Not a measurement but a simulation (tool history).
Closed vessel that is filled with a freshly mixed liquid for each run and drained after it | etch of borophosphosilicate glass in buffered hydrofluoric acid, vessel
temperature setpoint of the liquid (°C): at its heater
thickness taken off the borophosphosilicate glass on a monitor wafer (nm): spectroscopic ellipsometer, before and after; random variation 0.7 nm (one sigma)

| run | hour | temperature setpoint of the liquid (°C) | parts of 40 % ammonium fluoride to one part of 49 % hydrofluoric acid (parts by volume) | time in the liquid (s) | thickness taken off the borophosphosilicate glass on a monitor wafer (nm) |
|---|---|---|---|---|---|
| 1 | 0 | 20 | 13 | 105 | 143.42 |
| 2 | 3.9 | 19.5 | 13.5 | 105 | 133.3 |
| 3 | 5.1 | 19.5 | 11 | 105 | 164.05 |
| 4 | 7.1 | 17 | 11 | 105 | 141.37 |
| 5 | 14.3 | 17 | 12 | 105 | 131.77 |
| 6 | 18.3 | 17 | 12 | 110 | 139.08 |
| 7 | 24.7 | 17 | 13 | 110 | 128.62 |
| 8 | 26.1 | 17 | 13.5 | 110 | 121.85 |

Run 9 comes next. What will it give?
| 9 | 34.9 | 17 | 14 | 110 | ? |

{"run 9": {"thickness taken off the borophosphosilicate glass on a monitor wafer (nm)": 118.95}}
